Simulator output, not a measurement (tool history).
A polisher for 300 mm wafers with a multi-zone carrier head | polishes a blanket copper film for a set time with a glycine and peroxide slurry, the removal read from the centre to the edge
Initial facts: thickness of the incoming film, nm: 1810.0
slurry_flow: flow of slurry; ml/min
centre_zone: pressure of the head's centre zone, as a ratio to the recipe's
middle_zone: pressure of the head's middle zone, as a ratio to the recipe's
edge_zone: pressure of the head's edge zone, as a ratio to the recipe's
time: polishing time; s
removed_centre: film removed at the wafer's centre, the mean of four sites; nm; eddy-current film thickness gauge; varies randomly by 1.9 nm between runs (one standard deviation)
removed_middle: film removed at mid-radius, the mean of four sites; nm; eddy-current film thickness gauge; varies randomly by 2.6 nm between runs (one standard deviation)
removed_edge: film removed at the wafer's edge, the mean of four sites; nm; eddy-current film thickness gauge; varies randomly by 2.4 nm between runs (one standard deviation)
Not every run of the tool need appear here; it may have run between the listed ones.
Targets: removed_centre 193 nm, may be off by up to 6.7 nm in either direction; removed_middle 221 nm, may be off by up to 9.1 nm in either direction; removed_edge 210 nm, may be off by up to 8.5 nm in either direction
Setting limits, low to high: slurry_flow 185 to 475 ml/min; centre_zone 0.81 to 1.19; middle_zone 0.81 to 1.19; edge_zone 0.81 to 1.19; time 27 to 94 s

{"run": 1, "hour": 0.0, "slurry_flow": 305, "centre_zone": 1, "middle_zone": 1, "edge_zone": 1, "time": 60, "removed_centre": 369.97, "removed_middle": 357.45, "removed_edge": 369.4}
{"run": 2, "hour": 4.7, "slurry_flow": 305, "centre_zone": 0.98, "middle_zone": 1, "edge_zone": 0.98, "time": 56, "removed_centre": 336.05, "removed_middle": 340.47, "removed_edge": 345.72}
{"run": 3, "hour": 10.1, "slurry_flow": 335, "centre_zone": 0.98, "middle_zone": 1, "edge_zone": 0.98, "time": 56, "removed_centre": 340.09, "removed_middle": 341.47, "removed_edge": 343.65}
{"run": 4, "hour": 15.9, "slurry_flow": 335, "centre_zone": 0.92, "middle_zone": 1, "edge_zone": 0.98, "time": 56, "removed_centre": 318.76, "removed_middle": 344.62, "removed_edge": 350.27}
{"run": 5, "hour": 17.7, "slurry_flow": 335, "centre_zone": 0.92, "middle_zone": 1, "edge_zone": 0.97, "time": 52, "removed_centre": 294.38, "removed_middle": 321.95, "removed_edge": 321.27}
{"run": 6, "hour": 26.1, "slurry_flow": 335, "centre_zone": 0.92, "middle_zone": 1, "edge_zone": 1.04, "time": 52, "removed_centre": 297.31, "removed_middle": 318.32, "removed_edge": 330.03}
{"run": 7, "hour": 32.5, "slurry_flow": 340, "centre_zone": 0.92, "middle_zone": 1, "edge_zone": 1.03, "time": 48, "removed_centre": 270.26, "removed_middle": 295.15, "removed_edge": 303.14}
{"run": 8, "hour": 36.6, "slurry_flow": 345, "centre_zone": 0.92, "middle_zone": 1, "edge_zone": 1.02, "time": 45, "removed_centre": 253.31, "removed_middle": 277.38, "removed_edge": 289.56}
{"run": 9, "hour": 38.0, "slurry_flow": 345, "centre_zone": 0.93, "middle_zone": 1.01, "edge_zone": 1, "time": 43, "removed_centre": 248.33, "removed_middle": 264.63, "removed_edge": 265.19}
{"run": 10, "hour": 44.6, "slurry_flow": 345, "centre_zone": 0.92, "middle_zone": 1.01, "edge_zone": 0.99, "time": 42, "removed_centre": 238.06, "removed_middle": 261.63, "removed_edge": 262.94}
{"run": 11, "hour": 47.9, "slurry_flow": 345, "centre_zone": 0.92, "middle_zone": 1.01, "edge_zone": 0.98, "time": 41, "removed_centre": 233.21, "removed_middle": 249.77, "removed_edge": 253}
{"run": 12, "hour": 49.4, "slurry_flow": 330, "centre_zone": 0.82, "middle_zone": 1.02, "edge_zone": 0.88, "time": 36, "removed_centre": 180.05, "removed_middle": 227.94, "removed_edge": 208.06}
{"run": 13, "hour": 56.8, "slurry_flow": 330, "centre_zone": 0.83, "middle_zone": 1.01, "edge_zone": 0.88, "time": 36, "removed_centre": 184.53, "removed_middle": 221.03, "removed_edge": 208.7}

Which single option among these 4 for the next run brings every result within its allowed miss of target? Just one does.
{"run": "A", "hour": 64.2, "slurry_flow": 285, "centre_zone": 0.81, "middle_zone": 0.97, "edge_zone": 0.97, "time": 35, "removed_centre": "?", "removed_middle": "?", "removed_edge": "?"}
{"run": "B", "hour": 64.2, "slurry_flow": 285, "centre_zone": 0.89, "middle_zone": 1.03, "edge_zone": 0.9, "time": 36, "removed_centre": "?", "removed_middle": "?", "removed_edge": "?"}
{"run": "C", "hour": 64.2, "slurry_flow": 400, "centre_zone": 0.83, "middle_zone": 0.96, "edge_zone": 0.88, "time": 35, "removed_centre": "?", "removed_middle": "?", "removed_edge": "?"}
{"run": "D", "hour": 64.2, "slurry_flow": 330, "centre_zone": 0.81, "middle_zone": 1.01, "edge_zone": 0.88, "time": 36, "removed_centre": "?", "removed_middle": "?", "removed_edge": "?"}

move=A removed_centre=173.55 removed_middle=205.72 removed_edge=212.03
move=B removed_centre=196.39 removed_middle=222.52 removed_edge=210.42
move=C removed_centre=182.46 removed_middle=208.73 removed_edge=206.33
move=D removed_centre=180.64 removed_middle=221.27 removed_edge=210.02
A: lands further from the targets than the last run did
B: all results in spec
C: lands further from the targets than the last run did
D: lands further from the targets than the last run did
So the answer is move B, the one that meets all the targets.
